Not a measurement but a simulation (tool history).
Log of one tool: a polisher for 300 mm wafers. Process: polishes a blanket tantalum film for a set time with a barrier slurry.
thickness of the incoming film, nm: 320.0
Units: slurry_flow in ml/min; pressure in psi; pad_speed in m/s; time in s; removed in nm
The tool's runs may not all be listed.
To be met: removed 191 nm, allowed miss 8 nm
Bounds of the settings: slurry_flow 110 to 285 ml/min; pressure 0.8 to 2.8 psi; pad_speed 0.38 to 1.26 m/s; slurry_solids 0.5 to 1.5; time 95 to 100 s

| run | hour | slurry_flow | pressure | pad_speed | slurry_solids | time | removed |
|---|---|---|---|---|---|---|---|
| 1 | 0 | 180 | 1.8 | 0.82 | 1 | 95 | 134.4 |
| 2 | 3.7 | 180 | 1.8 | 0.82 | 1 | 95 | 133.3 |
| 3 | 7.8 | 180 | 1.8 | 0.74 | 1 | 95 | 125.87 |
| 4 | 11.4 | 180 | 1.9 | 0.74 | 1 | 95 | 128.21 |
| 5 | 14.8 | 145 | 1.9 | 0.74 | 1 | 95 | 124.09 |
| 6 | 19.3 | 145 | 1.9 | 0.74 | 1.2 | 95 | 132.2 |
| 7 | 21.7 | 150 | 2 | 0.74 | 1.2 | 95 | 135.67 |
| 8 | 25.6 | 150 | 2.1 | 0.74 | 1.2 | 95 | 146.58 |
| 9 | 29.2 | 155 | 2.1 | 0.74 | 1.2 | 95 | 143.8 |
| 10 | 36.4 | 155 | 2.2 | 0.74 | 1.2 | 95 | 153.57 |
| 11 | 40 | 170 | 2.4 | 0.74 | 1.2 | 95 | 167.61 |
| 12 | 45.4 | 170 | 2.6 | 0.74 | 1.2 | 95 | 181.2 |

Which of these 4 next moves meets every target?
| A | 50.8 | 110 | 2.8 | 0.7 | 1.1 | 96 | ? |
| B | 50.8 | 185 | 2.7 | 0.7 | 1.2 | 99 | ? |
| C | 50.8 | 165 | 2.4 | 0.74 | 1.25 | 95 | ? |
| D | 50.8 | 155 | 2.7 | 0.66 | 1.15 | 95 | ? |

| move | removed |
|---|---|
| A | 174.54 |
| B | 192.22 |
| C | 170.26 |
| D | 170.73 |
A: further off than the last run
B: meets every target
C: further off than the last run
D: further off than the last run
Answer: B

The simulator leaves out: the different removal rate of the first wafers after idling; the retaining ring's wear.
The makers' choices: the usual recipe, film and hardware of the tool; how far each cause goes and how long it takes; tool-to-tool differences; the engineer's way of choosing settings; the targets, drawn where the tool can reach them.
